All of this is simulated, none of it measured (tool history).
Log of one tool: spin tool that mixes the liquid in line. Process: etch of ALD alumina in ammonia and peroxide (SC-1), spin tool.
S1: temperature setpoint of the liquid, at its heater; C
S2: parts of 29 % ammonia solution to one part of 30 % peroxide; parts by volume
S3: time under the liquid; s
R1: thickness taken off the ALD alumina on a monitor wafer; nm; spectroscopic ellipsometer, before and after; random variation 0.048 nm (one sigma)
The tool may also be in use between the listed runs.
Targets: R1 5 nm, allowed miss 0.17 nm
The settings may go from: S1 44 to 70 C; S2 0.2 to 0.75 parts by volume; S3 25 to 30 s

{"run": 1, "hour": 0.0, "S1": 60, "S2": 0.45, "S3": 30, "R1": 3.2589}
{"run": 2, "hour": 3.4, "S1": 60, "S2": 0.45, "S3": 30, "R1": 3.2315}
{"run": 3, "hour": 8.9, "S1": 55, "S2": 0.45, "S3": 30, "R1": 2.5022}
{"run": 4, "hour": 9.6, "S1": 56.5, "S2": 0.45, "S3": 30, "R1": 2.7027}
{"run": 5, "hour": 11.7, "S1": 53, "S2": 0.45, "S3": 30, "R1": 2.2775}
{"run": 6, "hour": 20.6, "S1": 53, "S2": 0.6, "S3": 30, "R1": 2.3064}
{"run": 7, "hour": 26.1, "S1": 61, "S2": 0.6, "S3": 30, "R1": 3.4802}
{"run": 8, "hour": 32.1, "S1": 62, "S2": 0.6, "S3": 30, "R1": 3.7506}
{"run": 9, "hour": 37.7, "S1": 62, "S2": 0.6, "S3": 30, "R1": 3.6755}
{"run": 10, "hour": 42.3, "S1": 63, "S2": 0.6, "S3": 30, "R1": 3.8806}
{"run": 11, "hour": 44.6, "S1": 63.5, "S2": 0.6, "S3": 30, "R1": 3.9616}
{"run": 12, "hour": 53.1, "S1": 64, "S2": 0.6, "S3": 30, "R1": 4.087}
{"run": 13, "hour": 59.9, "S1": 64.5, "S2": 0.6, "S3": 30, "R1": 4.2479}
{"run": 14, "hour": 62.2, "S1": 65, "S2": 0.6, "S3": 30, "R1": 4.3042}

Which of these 5 next moves meets every target?
{"run": "A", "hour": 64.5, "S1": 61.5, "S2": 0.75, "S3": 30, "R1": "?"}
{"run": "B", "hour": 64.5, "S1": 66, "S2": 0.7, "S3": 30, "R1": "?"}
{"run": "C", "hour": 64.5, "S1": 69, "S2": 0.75, "S3": 30, "R1": "?"}
{"run": "D", "hour": 64.5, "S1": 68, "S2": 0.6, "S3": 30, "R1": "?"}
{"run": "E", "hour": 64.5, "S1": 69.5, "S2": 0.6, "S3": 30, "R1": "?"}

move=A R1=3.6623
move=B R1=4.5573
move=C R1=5.31
move=D R1=4.9537
move=E R1=5.3266
A: further off than the last run
B: nearer than the last run, and not there yet
C: takes the result that was furthest off past its target
D: meets every target
E: takes the result that was furthest off past its target
Move D is the one to make.
